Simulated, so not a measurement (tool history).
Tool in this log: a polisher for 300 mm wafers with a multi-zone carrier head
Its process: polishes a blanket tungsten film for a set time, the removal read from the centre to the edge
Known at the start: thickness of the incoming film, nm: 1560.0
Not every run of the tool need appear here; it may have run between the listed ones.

run	hour	flow of slurry (ml/min)	pressure of the head's centre zone	pressure of the head's middle zone	pressure of the head's edge zone	abrasive content of the slurry	polishing time (s)	film removed at the wafer's centre (nm)	film removed at mid-radius (nm)	film removed at the wafer's edge (nm)
1	0	180	1	1	1	1	43	388.89	385.66	381.99
2	6.6	190	1.02	1	1	1	43	399.66	382.81	380.18
3	7.3	195	1.04	1.01	1.01	1	43	407.66	388.23	394.69
4	7.9	200	1.06	1.02	0.99	1	43	401.98	386.67	385.01
5	10.8	200	1.08	1.02	0.97	1.05	43	415.58	394.76	394.32
6	15.2	200	1.08	1.02	0.97	0.9	43	396.25	370.29	376.42
7	22.8	205	1.1	1.02	0.95	0.95	43	418.31	386.78	368.67
8	26.3	210	1.11	1.02	0.95	0.95	43	410.62	387.72	373.39

Run 9, settings as shown, results not yet in. Your forecast:
9	34.9	210	1.13	1.01	0.95	1	43	?	?	?

Run 9 produced film removed at the wafer's centre (nm) 436.62, film removed at mid-radius (nm) 395.11, film removed at the wafer's edge (nm) 377.91.
